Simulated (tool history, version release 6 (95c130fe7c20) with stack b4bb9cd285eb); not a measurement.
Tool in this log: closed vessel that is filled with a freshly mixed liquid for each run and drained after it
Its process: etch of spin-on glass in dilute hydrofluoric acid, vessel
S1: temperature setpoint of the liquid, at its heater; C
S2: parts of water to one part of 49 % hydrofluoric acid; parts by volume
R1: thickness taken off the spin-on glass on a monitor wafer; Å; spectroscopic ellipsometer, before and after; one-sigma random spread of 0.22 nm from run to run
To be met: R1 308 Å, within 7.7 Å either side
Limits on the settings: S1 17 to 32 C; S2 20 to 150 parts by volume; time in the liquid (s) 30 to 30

Run 1, hour 0: S1 24 C, S2 85 parts by volume, time in the liquid (s) 30. Result: R1 202.24 Å.
Run 2, hour 3.3: S1 21 C, S2 85 parts by volume, time in the liquid (s) 30. Result: R1 176.74 Å.
Run 3, hour 7.3: S1 21 C, S2 85 parts by volume, time in the liquid (s) 30. Result: R1 178.34 Å.
Run 4, hour 9.9: S1 21 C, S2 75 parts by volume, time in the liquid (s) 30. Result: R1 202.83 Å.
Run 5, hour 15.6: S1 23.5 C, S2 75 parts by volume, time in the liquid (s) 30. Result: R1 226.91 Å.
Run 6, hour 24.4: S1 25.5 C, S2 75 parts by volume, time in the liquid (s) 30. Result: R1 241.72 Å.
Run 7, hour 26.6: S1 27 C, S2 75 parts by volume, time in the liquid (s) 30. Result: R1 258.41 Å.
Run 8, hour 34.7: S1 28 C, S2 75 parts by volume, time in the liquid (s) 30. Result: R1 268.02 Å.
At hour 40.4: thermometer replaced.
Run 9, hour 40.4: S1 29 C, S2 75 parts by volume, time in the liquid (s) 30. Result: R1 262.84 Å.
Run 10, hour 45.3: S1 29.5 C, S2 75 parts by volume, time in the liquid (s) 30. Result: R1 268.66 Å.
Run 11, hour 46.9: S1 30 C, S2 75 parts by volume, time in the liquid (s) 30. Result: R1 277.16 Å.
Run 12, hour 55: S1 30.5 C, S2 75 parts by volume, time in the liquid (s) 30. Result: R1 277.56 Å.
Run 13, hour 57: S1 31 C, S2 75 parts by volume, time in the liquid (s) 30. Result: R1 282.93 Å.

Which one of the following 5 next-run settings gets every result inside its allowed miss? There is exactly one.
Run A, hour 59: S1 24.5 C, S2 65 parts by volume, time in the liquid (s) 30. Result: R1 ?.
Run B, hour 59: S1 32 C, S2 80 parts by volume, time in the liquid (s) 30. Result: R1 ?.
Run C, hour 59: S1 30.5 C, S2 80 parts by volume, time in the liquid (s) 30. Result: R1 ?.
Run D, hour 59: S1 30.5 C, S2 65 parts by volume, time in the liquid (s) 30. Result: R1 ?.
Run E, hour 59: S1 29 C, S2 65 parts by volume, time in the liquid (s) 30. Result: R1 ?.

move      R1
   A  253.97
   B  270.64
   C  255.74
   D  321.91
   E  303.72
A: further off than the last run
B: further off than the last run
C: further off than the last run
D: takes the result that was furthest off past its target
E: in spec on every target
Move E is the one to make.
